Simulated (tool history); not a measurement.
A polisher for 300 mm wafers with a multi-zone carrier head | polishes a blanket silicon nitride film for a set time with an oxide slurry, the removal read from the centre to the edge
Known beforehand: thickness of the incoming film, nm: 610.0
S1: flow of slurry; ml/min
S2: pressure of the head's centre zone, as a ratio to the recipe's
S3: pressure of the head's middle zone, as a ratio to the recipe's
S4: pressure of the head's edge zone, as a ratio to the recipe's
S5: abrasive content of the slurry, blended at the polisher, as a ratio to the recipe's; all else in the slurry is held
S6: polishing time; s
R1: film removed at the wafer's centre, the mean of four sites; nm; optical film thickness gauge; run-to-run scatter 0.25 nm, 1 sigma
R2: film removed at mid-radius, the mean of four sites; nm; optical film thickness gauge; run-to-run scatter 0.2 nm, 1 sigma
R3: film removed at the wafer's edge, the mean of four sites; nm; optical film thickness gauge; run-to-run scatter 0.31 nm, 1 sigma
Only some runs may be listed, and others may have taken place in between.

run	hour	S1	S2	S3	S4	S5	S6	R1	R2	R3
1	0	230	1	1	1	1	66	60.86	58.325	59.015
2	5.8	230	1	1	1	1.15	66	64.163	62.279	64.25
3	9	280	1	1	1	1.15	66	66.944	64.065	66.631
4	13.8	270	0.99	0.98	0.98	1.05	64	61.511	58.364	59.705
5	20.7	270	0.99	0.98	0.98	1.05	50	47.102	44.969	47.237
6	28.2	270	0.92	0.98	0.98	1.05	50	44.757	45.191	47.289

What does the tool deliver on the next run?
7	33.4	260	0.92	0.97	0.96	1	50	?	?	?

R1: 43.306 nm
R2: 44.029 nm
R3: 45.177 nm
